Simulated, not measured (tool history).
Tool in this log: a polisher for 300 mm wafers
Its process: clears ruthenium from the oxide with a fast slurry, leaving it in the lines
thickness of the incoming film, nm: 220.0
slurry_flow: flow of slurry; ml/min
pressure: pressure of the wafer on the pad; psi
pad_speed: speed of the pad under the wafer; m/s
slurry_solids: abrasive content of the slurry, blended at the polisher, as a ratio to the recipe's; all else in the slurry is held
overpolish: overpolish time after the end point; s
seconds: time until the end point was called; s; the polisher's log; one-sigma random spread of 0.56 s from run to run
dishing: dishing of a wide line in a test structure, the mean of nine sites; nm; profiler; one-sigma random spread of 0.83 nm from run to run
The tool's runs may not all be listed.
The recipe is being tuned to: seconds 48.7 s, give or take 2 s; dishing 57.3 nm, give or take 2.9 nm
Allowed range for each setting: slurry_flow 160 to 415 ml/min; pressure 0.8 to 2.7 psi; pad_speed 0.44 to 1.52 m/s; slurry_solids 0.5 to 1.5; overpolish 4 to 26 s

run,day,slurry_flow,pressure,pad_speed,slurry_solids,overpolish,seconds,dishing
1,0,265,1.7,0.98,1,13,85.32,31.946
2,0.304,265,1.7,1.22,1,13,68.731,39.654
3,0.517,265,1.8,1.22,1,13,64.832,41.861
4,0.833,265,2,1.22,1,13,57.182,45.782
5,1.175,265,2,1.22,1.2,13,55.722,46.955
6,1.517,265,2,1.22,1.2,9,55.959,34.134
7,1.542,260,2,1.22,1.2,10,55.603,38.405
8,1.854,260,2,1.22,1.2,10,55.512,38.653
9,2.079,260,2,1.22,1.2,11,56.147,40.784
10,2.433,260,2,1.22,1.2,11,56.939,40.427
11,2.575,260,2.1,1.24,1.2,13,53.032,52.1
12,2.771,265,2.1,1.24,1.2,13,51.484,50.572

Exercise: of the 5 proposed moves below, exactly one satisfies all targets within the stated allowed misses. Which move is it?
A,2.967,250,2.3,1.4,1.1,11,?,?
B,2.967,260,1.9,1.36,1.15,15,?,?
C,2.967,265,2,1.28,1.15,19,?,?
D,2.967,235,2.3,1.18,1.35,14,?,?
E,2.967,230,2.4,1.2,1.5,15,?,?

move,seconds,dishing
A,43.36,51.385
B,52.846,56.605
C,53.211,68.591
D,48.779,57.143
E,44.859,64.979
A: further off than the last run
B: meets the target for the result that was furthest off, but another lies outside its allowed miss
C: the result that was furthest off in the last run now lies on the other side of its target
D: every result lands within tolerance
E: the result that was furthest off in the last run now lies on the other side of its target
So the answer is move D, the one that meets all the targets.
